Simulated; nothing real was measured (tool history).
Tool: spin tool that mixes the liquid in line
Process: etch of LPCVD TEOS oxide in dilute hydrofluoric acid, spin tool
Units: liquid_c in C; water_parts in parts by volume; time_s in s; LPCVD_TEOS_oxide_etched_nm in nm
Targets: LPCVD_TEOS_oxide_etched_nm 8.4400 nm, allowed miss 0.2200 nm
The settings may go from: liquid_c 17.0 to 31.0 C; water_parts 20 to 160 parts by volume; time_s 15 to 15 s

run,hour,liquid_c,water_parts,time_s,LPCVD_TEOS_oxide_etched_nm
1,0.0,23.0,90,15,2.5924
2,1.2,25.0,70,15,3.7445
3,9.8,23.5,70,15,3.4809
4,11.5,25.5,60,15,4.5332
5,16.5,27.0,55,15,5.2171
6,19.7,30.0,55,15,5.8671
7,27.4,30.5,50,15,6.6407
# hour 31.2: thermometer replaced
8,31.2,31.0,30,15,12.9370
9,38.2,28.0,30,15,11.3820
10,46.9,24.0,30,15,9.5606
11,53.3,24.0,30,15,9.6909
12,62.0,23.0,30,15,9.2935

4 next moves are on the table. One of them brings every result within its allowed miss. Which?
A,70.7,19.5,25,15,?
B,70.7,22.5,25,15,?
C,70.7,21.0,30,15,?
D,70.7,22.0,25,15,?

move,LPCVD_TEOS_oxide_etched_nm
A,9.7159
B,11.0520
C,8.5852
D,10.8200
A: further off than the last run
B: further off than the last run
C: meets every target
D: further off than the last run
Move C is the one to make.
